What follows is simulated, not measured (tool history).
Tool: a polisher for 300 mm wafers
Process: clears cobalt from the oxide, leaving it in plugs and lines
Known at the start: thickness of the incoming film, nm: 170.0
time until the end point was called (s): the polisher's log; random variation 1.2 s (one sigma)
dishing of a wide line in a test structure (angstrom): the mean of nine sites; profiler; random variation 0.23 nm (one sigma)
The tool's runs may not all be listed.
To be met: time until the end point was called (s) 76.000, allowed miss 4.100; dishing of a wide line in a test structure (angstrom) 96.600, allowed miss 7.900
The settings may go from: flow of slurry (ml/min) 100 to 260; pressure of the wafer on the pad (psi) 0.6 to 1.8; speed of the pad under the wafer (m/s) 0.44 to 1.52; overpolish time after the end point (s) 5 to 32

| run | day | flow of slurry (ml/min) | pressure of the wafer on the pad (psi) | speed of the pad under the wafer (m/s) | overpolish time after the end point (s) | time until the end point was called (s) | dishing of a wide line in a test structure (angstrom) |
|---|---|---|---|---|---|---|---|
| 1 | 0.000 | 165 | 1.2 | 0.98 | 16 | 52.846 | 285.270 |
| 2 | 0.350 | 160 | 1.1 | 0.96 | 13 | 58.980 | 241.940 |
| 3 | 0.496 | 160 | 1.1 | 1.10 | 13 | 52.612 | 252.810 |
| 4 | 0.525 | 160 | 1.1 | 0.86 | 13 | 69.313 | 224.520 |
| 5 | 0.654 | 120 | 1.1 | 0.86 | 13 | 73.682 | 205.220 |
| 6 | 0.829 | 115 | 1.0 | 0.92 | 11 | 75.374 | 190.380 |
| 7 | 0.933 | 110 | 1.0 | 0.94 | 10 | 75.482 | 166.850 |
| 8 | 1.012 | 110 | 0.9 | 1.02 | 9 | 77.205 | 158.670 |
| 9 | 1.317 | 110 | 0.8 | 1.10 | 8 | 79.705 | 139.600 |
| 10 | 1.629 | 110 | 0.8 | 1.16 | 7 | 76.681 | 125.570 |
| 11 | 1.733 | 110 | 0.8 | 1.22 | 7 | 71.096 | 139.130 |
| 12 | 1.908 | 110 | 0.8 | 1.26 | 7 | 69.292 | 138.860 |
|  | 2.225 | slurry nozzle cleaned |
| 13 | 2.225 | 110 | 0.8 | 1.28 | 7 | 64.189 | 153.950 |
| 14 | 2.592 | 110 | 0.8 | 1.28 | 7 | 64.936 | 139.970 |
| 15 | 2.854 | 110 | 0.8 | 1.30 | 7 | 62.123 | 147.170 |
| 16 | 3.125 | 160 | 0.9 | 1.02 | 5 | 66.008 | 110.640 |

Which of these 5 next moves meets every target?
| A | 3.396 | 100 | 0.9 | 1.00 | 6 | ? | ? |
| B | 3.396 | 110 | 0.9 | 0.94 | 5 | ? | ? |
| C | 3.396 | 115 | 0.9 | 0.96 | 7 | ? | ? |
| D | 3.396 | 180 | 0.7 | 1.12 | 6 | ? | ? |
| E | 3.396 | 140 | 0.8 | 0.86 | 8 | ? | ? |

| move | time until the end point was called (s) | dishing of a wide line in a test structure (angstrom) |
|---|---|---|
| A | 75.746 | 117.200 |
| B | 78.202 | 97.458 |
| C | 75.705 | 133.420 |
| D | 75.542 | 117.560 |
| E | 89.989 | 129.340 |
A: brings the result that was furthest off to its target, and leaves another outside
B: meets every target
C: brings the result that was furthest off to its target, and leaves another outside
D: brings the result that was furthest off to its target, and leaves another outside
E: takes the result that was furthest off past its target
Answer: B
